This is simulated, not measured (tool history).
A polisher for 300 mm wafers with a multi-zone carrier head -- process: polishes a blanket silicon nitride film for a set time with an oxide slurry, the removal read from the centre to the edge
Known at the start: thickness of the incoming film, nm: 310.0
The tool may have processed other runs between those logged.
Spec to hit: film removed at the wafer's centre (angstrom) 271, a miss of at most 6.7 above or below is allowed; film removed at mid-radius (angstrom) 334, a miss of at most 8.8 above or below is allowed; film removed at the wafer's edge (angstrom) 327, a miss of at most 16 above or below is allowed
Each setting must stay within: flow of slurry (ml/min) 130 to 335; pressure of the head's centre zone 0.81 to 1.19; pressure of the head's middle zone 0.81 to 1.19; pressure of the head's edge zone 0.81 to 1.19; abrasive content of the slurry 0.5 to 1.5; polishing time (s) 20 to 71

| run | hour | flow of slurry (ml/min) | pressure of the head's centre zone | pressure of the head's middle zone | pressure of the head's edge zone | abrasive content of the slurry | polishing time (s) | film removed at the wafer's centre (angstrom) | film removed at mid-radius (angstrom) | film removed at the wafer's edge (angstrom) |
|---|---|---|---|---|---|---|---|---|---|---|
| 1 | 0 | 215 | 1 | 1 | 1 | 1 | 45 | 315.88 | 318.01 | 332.58 |
| 2 | 8.9 | 215 | 1 | 1 | 1 | 1.2 | 45 | 348.64 | 341.61 | 358.85 |
| 3 | 15.9 | 200 | 0.95 | 1.01 | 0.98 | 1.2 | 45 | 330.67 | 343.31 | 352.02 |
| 4 | 17.2 | 200 | 1.01 | 1.01 | 0.98 | 1.2 | 45 | 350.05 | 341.19 | 360.75 |
| 5 | 24.3 | 200 | 1.05 | 1.01 | 0.98 | 1.2 | 45 | 358.9 | 342.22 | 365.21 |
| 6 | 28.4 | 185 | 0.98 | 1.03 | 1 | 1.15 | 45 | 326.47 | 335.36 | 342.27 |
| 7 | 29 | 175 | 0.93 | 1.04 | 1.05 | 1.15 | 45 | 305.65 | 336.19 | 347.31 |
| 8 | 31.8 | 165 | 0.9 | 1.05 | 1.05 | 1.15 | 45 | 292.57 | 335.6 | 353.36 |
| 9 | 40.1 | 160 | 0.89 | 1.06 | 1.02 | 1.15 | 45 | 284.9 | 333.38 | 339.88 |
| 10 | 41.4 | 155 | 0.88 | 1.07 | 1.01 | 1.15 | 45 | 278.98 | 337.06 | 339.74 |
| 11 | 49 | 150 | 0.88 | 1.07 | 1 | 1.15 | 45 | 277.79 | 336.81 | 342.41 |
| 12 | 56.8 | 155 | 0.88 | 1.07 | 0.98 | 1.15 | 45 | 282.75 | 336.77 | 331.41 |
| 13 | 58.8 | 135 | 0.85 | 1.08 | 0.97 | 1.15 | 45 | 263.11 | 330.65 | 328.99 |

Below are 5 possible settings for the next run. Only one of them brings all results inside the allowed miss of their targets. Which is it?
| A | 60.8 | 160 | 0.85 | 1.07 | 0.99 | 1.15 | 42 | ? | ? | ? |
| B | 60.8 | 130 | 0.85 | 1.05 | 0.89 | 1.1 | 48 | ? | ? | ? |
| C | 60.8 | 175 | 0.99 | 1.07 | 0.91 | 1.05 | 42 | ? | ? | ? |
| D | 60.8 | 200 | 0.91 | 1.19 | 0.89 | 1.05 | 40 | ? | ? | ? |
| E | 60.8 | 135 | 0.81 | 1.1 | 0.98 | 1.1 | 46 | ? | ? | ? |

| move | film removed at the wafer's centre (angstrom) | film removed at mid-radius (angstrom) | film removed at the wafer's edge (angstrom) |
|---|---|---|---|
| A | 253.03 | 314.61 | 319.8 |
| B | 268.46 | 330.77 | 329.69 |
| C | 289.52 | 307.8 | 299.46 |
| D | 260.11 | 328.8 | 286.68 |
| E | 247.91 | 333.1 | 332.55 |
A: the biggest miss grows against the last run
B: meets every target
C: takes the result that was furthest off past its target
D: the biggest miss grows against the last run
E: the biggest miss grows against the last run
Answer: B

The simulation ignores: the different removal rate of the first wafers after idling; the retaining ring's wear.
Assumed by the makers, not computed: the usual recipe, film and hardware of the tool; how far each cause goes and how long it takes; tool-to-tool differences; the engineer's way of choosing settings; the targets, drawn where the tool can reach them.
